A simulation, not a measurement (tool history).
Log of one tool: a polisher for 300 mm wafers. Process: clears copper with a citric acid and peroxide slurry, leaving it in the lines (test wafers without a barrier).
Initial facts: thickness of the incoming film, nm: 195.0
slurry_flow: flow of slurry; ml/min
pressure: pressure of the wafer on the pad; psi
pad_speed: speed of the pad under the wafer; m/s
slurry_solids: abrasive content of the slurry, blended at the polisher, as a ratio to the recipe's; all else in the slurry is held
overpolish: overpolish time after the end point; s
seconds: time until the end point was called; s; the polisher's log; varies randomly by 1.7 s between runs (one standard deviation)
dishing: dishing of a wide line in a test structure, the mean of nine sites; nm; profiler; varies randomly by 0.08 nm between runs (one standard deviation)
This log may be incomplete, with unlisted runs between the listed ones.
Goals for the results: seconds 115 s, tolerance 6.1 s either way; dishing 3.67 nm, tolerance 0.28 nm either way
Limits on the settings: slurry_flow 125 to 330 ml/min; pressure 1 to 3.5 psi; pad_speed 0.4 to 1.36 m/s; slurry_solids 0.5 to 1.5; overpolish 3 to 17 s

run	hour	slurry_flow	pressure	pad_speed	slurry_solids	overpolish	seconds	dishing
1	0	210	2.2	0.88	1	9	115.59	10.559
2	8.2	210	2.1	0.9	1	8	117.59	9.2046
3	14.6	205	1.9	0.96	0.95	7	120.76	8.005
4	23.5	195	1.8	1	0.9	6	126.38	6.6947
5	29.1	180	1.7	1.06	0.8	5	121.61	5.6449
6	30.9	180	2.2	1.06	0.8	5	101.64	6.9056
7	39.2	165	2	1.1	0.75	5	110.35	6.6672
8	40.6	205	1.8	1.1	0.7	5	114	5.8664
9	45.8	235	1.7	1.12	0.65	5	120.84	5.7412
10	50.5	210	1.6	1.18	0.6	5	123.19	5.496

Of the 5 settings listed for the next run, only one would bring every result within its allowed miss of target. Which one?
A	55.2	270	1.6	1.08	0.5	3	?	?
B	55.2	230	2	1.02	0.7	3	?	?
C	55.2	255	2	0.8	0.75	6	?	?
D	55.2	210	1.5	1.22	0.65	9	?	?
E	55.2	260	1.9	1.1	0.65	8	?	?

move	seconds	dishing
A	133.84	3.2149
B	113.26	3.7945
C	140.04	6.0854
D	122.4	10.229
E	110.05	10.152
A: takes the result that was furthest off past its target
B: in spec on every target
C: its largest miss is bigger than the last run's
D: its largest miss is bigger than the last run's
E: its largest miss is bigger than the last run's
B is the move that brings every result within its allowed miss.
